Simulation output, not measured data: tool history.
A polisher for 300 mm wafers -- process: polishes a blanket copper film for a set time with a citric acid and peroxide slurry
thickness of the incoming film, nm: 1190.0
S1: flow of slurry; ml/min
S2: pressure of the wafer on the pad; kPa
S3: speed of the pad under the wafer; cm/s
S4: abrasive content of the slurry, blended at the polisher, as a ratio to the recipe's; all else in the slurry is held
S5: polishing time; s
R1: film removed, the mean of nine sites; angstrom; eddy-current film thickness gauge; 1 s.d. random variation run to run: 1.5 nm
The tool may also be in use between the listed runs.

{"run": 1, "hour": 0.0, "S1": 230, "S2": 20.7, "S3": 116, "S4": 1.0, "S5": 64, "R1": 1338.8}
{"run": 2, "hour": 6.8, "S1": 230, "S2": 20.7, "S3": 116, "S4": 0.8, "S5": 64, "R1": 1314.5}
{"run": 3, "hour": 10.6, "S1": 230, "S2": 17.2, "S3": 116, "S4": 0.8, "S5": 64, "R1": 1096.0}
{"run": 4, "hour": 16.2, "S1": 230, "S2": 17.2, "S3": 116, "S4": 0.9, "S5": 64, "R1": 1118.8}
{"run": 5, "hour": 17.3, "S1": 205, "S2": 17.2, "S3": 116, "S4": 0.9, "S5": 64, "R1": 1082.3}
{"run": 6, "hour": 19.1, "S1": 205, "S2": 13.8, "S3": 116, "S4": 0.9, "S5": 64, "R1": 884.53}

Run 7 comes next. What will it give?
{"run": 7, "hour": 21.0, "S1": 225, "S2": 19.3, "S3": 118, "S4": 0.9, "S5": 64, "R1": "?"}

R1: 1265.30 angstrom
